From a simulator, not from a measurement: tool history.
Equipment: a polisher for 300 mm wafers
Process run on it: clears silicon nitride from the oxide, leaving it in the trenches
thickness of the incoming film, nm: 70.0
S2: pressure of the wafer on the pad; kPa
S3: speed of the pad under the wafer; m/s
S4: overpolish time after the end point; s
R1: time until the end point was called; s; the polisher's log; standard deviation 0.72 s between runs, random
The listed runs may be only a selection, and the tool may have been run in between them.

run 1 hour=0.0 | flow_of_slurry_(ml/min)=190 S2=15.2 S3=1.08 S4=12 | R1=74.369
run 2 hour=4.0 | flow_of_slurry_(ml/min)=190 S2=16.5 S3=1.08 S4=12 | R1=69.495
run 3 hour=8.9 | flow_of_slurry_(ml/min)=190 S2=14.5 S3=1.08 S4=12 | R1=75.248
run 4 hour=12.1 | flow_of_slurry_(ml/min)=190 S2=15.9 S3=1.08 S4=12 | R1=69.063
run 5 hour=16.8 | flow_of_slurry_(ml/min)=165 S2=15.9 S3=1.08 S4=12 | R1=73.400
run 6 hour=23.7 | flow_of_slurry_(ml/min)=205 S2=15.9 S3=1.08 S4=12 | R1=72.165
run 7 hour=28.2 | flow_of_slurry_(ml/min)=205 S2=17.2 S3=1.10 S4=12 | R1=65.657

Predict the results of run 8:
run 8 hour=31.9 | flow_of_slurry_(ml/min)=205 S2=18.6 S3=1.10 S4=12 | R1=?

{"run 8": {"R1": 60.257}}
